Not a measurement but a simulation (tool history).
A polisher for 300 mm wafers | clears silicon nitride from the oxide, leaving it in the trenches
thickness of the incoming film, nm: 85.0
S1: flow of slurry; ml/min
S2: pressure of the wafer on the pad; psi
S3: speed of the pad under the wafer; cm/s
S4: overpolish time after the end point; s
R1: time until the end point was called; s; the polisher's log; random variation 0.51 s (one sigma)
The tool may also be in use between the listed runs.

Run 1, day 0: S1 170 ml/min, S2 3.2 psi, S3 110 cm/s, S4 9 s. Result: R1 87.771 s.
Run 2, day 0.358: S1 170 ml/min, S2 3.2 psi, S3 110 cm/s, S4 9 s. Result: R1 85.853 s.
Run 3, day 0.529: S1 180 ml/min, S2 3.4 psi, S3 110 cm/s, S4 9 s. Result: R1 82.238 s.
Run 4, day 0.662: S1 180 ml/min, S2 3.6 psi, S3 110 cm/s, S4 9 s. Result: R1 77.72 s.
Run 5, day 0.692: S1 180 ml/min, S2 3.2 psi, S3 110 cm/s, S4 9 s. Result: R1 86.686 s.
Run 6, day 0.812: S1 160 ml/min, S2 3.2 psi, S3 110 cm/s, S4 9 s. Result: R1 88.235 s.
Run 7, day 1.129: S1 170 ml/min, S2 3.5 psi, S3 110 cm/s, S4 9 s. Result: R1 80.605 s.
Run 8, day 1.254: S1 175 ml/min, S2 3.7 psi, S3 110 cm/s, S4 9 s. Result: R1 75.969 s.
Run 9, day 1.462: S1 180 ml/min, S2 3.9 psi, S3 110 cm/s, S4 9 s. Result: R1 71.049 s.
Run 10, day 1.696: S1 185 ml/min, S2 4 psi, S3 110 cm/s, S4 9 s. Result: R1 69.846 s.

The next listed run, before its measurement:
Run 11, day 2.042: S1 185 ml/min, S2 4.1 psi, S3 110 cm/s, S4 9 s. Result: R1 ?.

{"run 11": {"R1": 68.138}}
